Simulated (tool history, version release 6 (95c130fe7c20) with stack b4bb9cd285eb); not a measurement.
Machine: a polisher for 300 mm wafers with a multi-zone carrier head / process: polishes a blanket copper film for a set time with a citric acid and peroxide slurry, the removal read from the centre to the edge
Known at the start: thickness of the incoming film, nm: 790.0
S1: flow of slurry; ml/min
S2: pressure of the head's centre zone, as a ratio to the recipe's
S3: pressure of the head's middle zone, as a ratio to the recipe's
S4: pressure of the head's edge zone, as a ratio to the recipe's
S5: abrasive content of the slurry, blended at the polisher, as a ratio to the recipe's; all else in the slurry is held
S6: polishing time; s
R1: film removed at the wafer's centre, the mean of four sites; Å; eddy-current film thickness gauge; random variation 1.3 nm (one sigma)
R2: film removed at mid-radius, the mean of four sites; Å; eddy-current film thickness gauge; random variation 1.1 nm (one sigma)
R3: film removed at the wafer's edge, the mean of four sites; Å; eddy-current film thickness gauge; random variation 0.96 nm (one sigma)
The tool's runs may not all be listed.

Run 1, hour 0: S1 290 ml/min, S2 1, S3 1, S4 1, S5 1, S6 31 s. Result: R1 960.05 Å, R2 938.55 Å, R3 935.49 Å.
Run 2, hour 5.3: S1 290 ml/min, S2 1, S3 1, S4 1, S5 0.8, S6 31 s. Result: R1 897.88 Å, R2 890.17 Å, R3 902.39 Å.
Run 3, hour 9.8: S1 290 ml/min, S2 0.91, S3 1, S4 1, S5 0.8, S6 31 s. Result: R1 845.7 Å, R2 898.22 Å, R3 881.86 Å.
Run 4, hour 14.6: S1 290 ml/min, S2 0.91, S3 1, S4 1, S5 1, S6 31 s. Result: R1 865.19 Å, R2 939.66 Å, R3 927.02 Å.
Run 5, hour 19: S1 290 ml/min, S2 0.95, S3 1, S4 1, S5 1, S6 31 s. Result: R1 916.24 Å, R2 923.62 Å, R3 926.66 Å.
Run 6, hour 21.6: S1 290 ml/min, S2 0.94, S3 1.01, S4 1.03, S5 1.1, S6 32 s. Result: R1 967.91 Å, R2 1003.3 Å, R3 992.63 Å.
Run 7, hour 23.8: S1 290 ml/min, S2 0.92, S3 1.01, S4 1.06, S5 1.2, S6 33 s. Result: R1 986.35 Å, R2 1037.6 Å, R3 1052.3 Å.

Run 8 comes next. What will it give?
Run 8, hour 24.8: S1 320 ml/min, S2 0.93, S3 1.09, S4 1.16, S5 1.45, S6 36 s. Result: R1 ?, R2 ?, R3 ?.

R1: 1127.5 Å
R2: 1277.8 Å
R3: 1264.6 Å

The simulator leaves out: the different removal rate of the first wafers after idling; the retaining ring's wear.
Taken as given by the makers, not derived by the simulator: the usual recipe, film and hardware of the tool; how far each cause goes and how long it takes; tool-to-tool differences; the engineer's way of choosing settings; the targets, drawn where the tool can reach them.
